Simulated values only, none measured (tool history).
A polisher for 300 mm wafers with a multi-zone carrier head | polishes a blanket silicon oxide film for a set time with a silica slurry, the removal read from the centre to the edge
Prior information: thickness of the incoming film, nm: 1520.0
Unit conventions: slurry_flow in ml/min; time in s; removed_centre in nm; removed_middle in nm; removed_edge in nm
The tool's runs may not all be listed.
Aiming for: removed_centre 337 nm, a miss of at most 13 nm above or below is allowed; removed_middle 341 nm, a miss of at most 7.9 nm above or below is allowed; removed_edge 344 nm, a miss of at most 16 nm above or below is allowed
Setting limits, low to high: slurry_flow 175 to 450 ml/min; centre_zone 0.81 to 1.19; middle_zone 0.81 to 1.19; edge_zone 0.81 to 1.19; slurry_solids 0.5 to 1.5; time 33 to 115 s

run,day,slurry_flow,centre_zone,middle_zone,edge_zone,slurry_solids,time,removed_centre,removed_middle,removed_edge
1,0,290,1,1,1,1,73,281.05,278.84,280.47
2,0.317,295,1.01,1.02,1.03,1.05,73,298.54,288.57,293.7
3,0.471,300,1.01,1.05,1.06,1.05,73,290.94,295.13,297.59
4,0.546,300,1.01,1.05,1.06,1.15,73,305.49,314.51,316.64
5,0.667,305,1.02,1.06,1.07,1.15,73,310.5,314.31,323.33
6,0.708,310,1.03,1.07,1.07,1.15,73,319.95,316.72,315.65
7,0.779,315,1.03,1.08,1.08,1.15,73,316.39,316.11,322.15
8,0.833,320,1.03,1.09,1.09,1.15,73,312.67,323.88,319.25
9,1.079,320,1.04,1.09,1.1,1.15,73,318.34,319.91,316.05

Which single option among these 5 for the next run brings every result within its allowed miss of target? Just one does.
A,1.325,290,0.98,1.12,1.19,1.2,72,?,?,?
B,1.325,265,1.03,1.06,1.07,1.35,75,?,?,?
C,1.325,325,1.07,1.19,1.03,0.8,83,?,?,?
D,1.325,425,1.04,1.12,1.11,1,71,?,?,?
E,1.325,375,1.13,0.99,1.07,1.1,75,?,?,?

move,removed_centre,removed_middle,removed_edge
A,307.73,329.39,332.8
B,347.28,342.68,344.83
C,295.55,312.21,277.22
D,296.9,303.34,293.4
E,348.55,302.14,319.96
A: moves toward the targets from the last run without getting all of them in spec
B: all results in spec
C: moves away from the targets compared with the last run
D: moves away from the targets compared with the last run
E: moves away from the targets compared with the last run
The move that meets every target is B.
